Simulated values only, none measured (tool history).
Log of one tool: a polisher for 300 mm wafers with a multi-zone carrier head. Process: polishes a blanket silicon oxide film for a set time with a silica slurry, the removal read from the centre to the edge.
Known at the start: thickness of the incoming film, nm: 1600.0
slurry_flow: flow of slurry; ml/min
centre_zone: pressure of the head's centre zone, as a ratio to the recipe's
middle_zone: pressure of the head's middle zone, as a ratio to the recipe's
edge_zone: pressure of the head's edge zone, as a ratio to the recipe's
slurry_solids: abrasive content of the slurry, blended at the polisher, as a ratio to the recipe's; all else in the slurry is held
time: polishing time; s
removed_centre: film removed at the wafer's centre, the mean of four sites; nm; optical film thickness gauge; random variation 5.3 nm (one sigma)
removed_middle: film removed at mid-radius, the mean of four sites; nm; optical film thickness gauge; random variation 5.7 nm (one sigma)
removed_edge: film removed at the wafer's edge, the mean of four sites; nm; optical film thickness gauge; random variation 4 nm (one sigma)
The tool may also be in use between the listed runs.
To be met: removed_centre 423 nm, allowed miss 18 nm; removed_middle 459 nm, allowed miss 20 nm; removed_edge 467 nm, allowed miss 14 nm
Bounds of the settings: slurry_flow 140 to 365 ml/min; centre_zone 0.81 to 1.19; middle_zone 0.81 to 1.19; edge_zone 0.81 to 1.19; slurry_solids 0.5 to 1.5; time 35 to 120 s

run	day	slurry_flow	centre_zone	middle_zone	edge_zone	slurry_solids	time	removed_centre	removed_middle	removed_edge
1	0	235	1	1	1	1	77	304.98	299.11	288.29
2	0.283	235	0.99	1.01	1.03	1.1	80	325.74	329.62	316.83
3	0.521	235	0.98	1.01	1.06	1.2	82	346.2	350.28	342.44
4	0.65	235	0.97	1.01	1.08	1.25	84	350.71	366.5	365.2
5	0.975	240	0.97	1.02	1.1	1.3	85	374.54	382.92	371.83
6	1.142	235	0.96	1.01	1.1	1.35	87	377.84	401.29	397.4
# day 1.488: edge zone pressure recalibrated
7	1.488	235	0.96	1.01	1.11	1.4	88	389.45	410.83	434.63
8	1.529	240	0.96	1.02	1.11	1.4	88	392.78	407.64	430.91
9	1.842	240	0.96	1.05	1.11	1.4	88	401.92	424.84	428.91
10	2.042	245	0.95	1.06	1.11	1.45	89	395.36	428.17	440.88
11	2.179	245	0.95	1.06	1.11	1.45	89	402.3	435.01	438.07
12	2.383	245	0.95	1.06	1.12	1.45	89	401.16	428.87	437.29
13	2.754	245	0.95	1.06	1.12	1.45	90	407.67	445.62	446.62

5 next moves are on the table. One of them brings every result within its allowed miss. Which?
A	3.125	280	1.01	1.07	1.09	0.95	109	?	?	?
B	3.125	255	0.95	1.05	1.15	1.45	93	?	?	?
C	3.125	245	0.9	1.19	1.12	1.2	99	?	?	?
D	3.125	280	1.07	1.17	1.1	1.3	90	?	?	?
E	3.125	220	0.89	0.92	1.14	1.5	93	?	?	?

move	removed_centre	removed_middle	removed_edge
A	421.83	439.36	434.21
B	416.3	451.17	466.5
C	387.69	490.63	448.87
D	431.63	460.41	422.92
E	392.78	404.54	467.45
A: further off than the last run
B: meets every target
C: further off than the last run
D: further off than the last run
E: brings the result that was furthest off to its target, and leaves another outside
The right move is B.
